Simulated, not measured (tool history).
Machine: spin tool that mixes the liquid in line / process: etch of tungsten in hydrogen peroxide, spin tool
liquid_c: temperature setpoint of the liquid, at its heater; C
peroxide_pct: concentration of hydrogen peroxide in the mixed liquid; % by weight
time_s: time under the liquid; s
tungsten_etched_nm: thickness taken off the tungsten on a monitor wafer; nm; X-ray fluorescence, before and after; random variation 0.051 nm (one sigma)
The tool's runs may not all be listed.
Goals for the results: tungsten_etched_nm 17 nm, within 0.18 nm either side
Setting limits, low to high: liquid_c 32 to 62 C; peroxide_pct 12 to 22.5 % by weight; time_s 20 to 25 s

| run | hour | liquid_c | peroxide_pct | time_s | tungsten_etched_nm |
|---|---|---|---|---|---|
| 1 | 0 | 46 | 15.5 | 25 | 22.609 |
| 2 | 7 | 46 | 15.5 | 25 | 22.51 |
| 3 | 9.4 | 46 | 15.5 | 25 | 22.659 |
| 4 | 11.9 | 45 | 15.5 | 25 | 21.396 |
| 5 | 14.7 | 44.5 | 15.5 | 25 | 20.615 |
| 6 | 21.3 | 44 | 15.5 | 25 | 19.983 |
| 7 | 25 | 43.5 | 15.5 | 25 | 19.386 |
| 8 | 28.5 | 41 | 15.5 | 25 | 16.509 |

Of the 4 settings listed for the next run, only one would bring every result within its allowed miss of target. Which one?
| A | 32 | 46 | 14.5 | 20 | ? |
| B | 32 | 41 | 17.5 | 25 | ? |
| C | 32 | 45 | 16.5 | 20 | ? |
| D | 32 | 41 | 16.5 | 25 | ? |

| move | tungsten_etched_nm |
|---|---|
| A | 17.464 |
| B | 17.444 |
| C | 17.494 |
| D | 16.938 |
A: takes the result that was furthest off past its target
B: takes the result that was furthest off past its target
C: takes the result that was furthest off past its target
D: all results in spec
D is the move that brings every result within its allowed miss.
